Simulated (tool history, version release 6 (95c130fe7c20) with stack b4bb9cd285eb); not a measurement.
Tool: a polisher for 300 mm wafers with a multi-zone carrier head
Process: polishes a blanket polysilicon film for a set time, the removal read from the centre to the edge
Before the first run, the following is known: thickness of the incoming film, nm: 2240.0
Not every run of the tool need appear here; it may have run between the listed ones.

run,hour,flow of slurry (ml/min),pressure of the head's centre zone,pressure of the head's middle zone,pressure of the head's edge zone,polishing time (s),film removed at the wafer's centre (Å),film removed at mid-radius (Å),film removed at the wafer's edge (Å)
1,0,305,1,1,1,44,3893.6,3932,3800.8
2,6.6,295,0.99,0.95,1.02,40,3421.1,3374.6,3483.9
3,13.3,295,0.92,0.95,1.02,40,3220.6,3409.2,3508.3
4,18.6,295,0.88,0.95,1.02,40,3080.4,3442.8,3633.8
5,25,290,0.91,0.91,1.04,38,2973.8,3099.1,3445.6
6,32.9,290,0.91,0.91,1.04,31,2460.9,2521.2,2821.4
7,40.3,295,0.94,0.89,1.05,31,2580.9,2494,2756

For run 8, what comes out?
8,48.1,285,0.95,0.87,1.07,31,?,?,?

{"run 8": {"film removed at the wafer's centre (Å)": 2515.7, "film removed at mid-radius (Å)": 2434.1, "film removed at the wafer's edge (Å)": 2849.9}}
